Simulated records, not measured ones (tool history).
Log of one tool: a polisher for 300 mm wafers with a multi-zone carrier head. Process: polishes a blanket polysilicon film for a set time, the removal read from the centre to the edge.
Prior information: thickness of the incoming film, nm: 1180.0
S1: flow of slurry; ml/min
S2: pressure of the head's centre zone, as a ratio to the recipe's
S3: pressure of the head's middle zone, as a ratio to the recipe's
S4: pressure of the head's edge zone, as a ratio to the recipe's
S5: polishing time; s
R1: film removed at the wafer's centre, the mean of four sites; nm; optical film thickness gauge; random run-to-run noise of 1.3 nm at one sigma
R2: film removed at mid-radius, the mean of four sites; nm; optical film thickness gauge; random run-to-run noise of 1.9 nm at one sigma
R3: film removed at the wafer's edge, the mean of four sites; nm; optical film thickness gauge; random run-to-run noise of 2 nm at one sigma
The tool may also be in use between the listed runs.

run,hour,S1,S2,S3,S4,S5,R1,R2,R3
1,0,270,1,1,1,32,329.57,334.72,333.36
2,7.1,205,1,1,1,32,317.93,322.52,330.33
3,12.4,205,1,0.97,0.98,30,294.92,301.09,302.36
4,15.1,205,1.01,0.95,0.99,28,273.83,274.49,284.9
5,21.5,205,1.02,0.93,0.99,27,269.54,256.23,274.89
6,27,210,1.02,0.91,0.98,26,258.46,240.34,263.09
7,35.9,215,1.01,0.9,0.97,25,251.75,234.85,248.67
8,37.8,215,1.01,0.89,0.97,24,238.4,221.32,244.49
9,43.6,200,1,0.82,0.87,21,203.73,182.46,202.31
10,45.8,205,1,0.82,0.88,21,205.14,179.13,205.2

For run 11, what comes out?
11,52.3,210,1,0.83,0.89,21,?,?,?

{"run 11": {"R1": 205.53, "R2": 182.6, "R3": 202.8}}

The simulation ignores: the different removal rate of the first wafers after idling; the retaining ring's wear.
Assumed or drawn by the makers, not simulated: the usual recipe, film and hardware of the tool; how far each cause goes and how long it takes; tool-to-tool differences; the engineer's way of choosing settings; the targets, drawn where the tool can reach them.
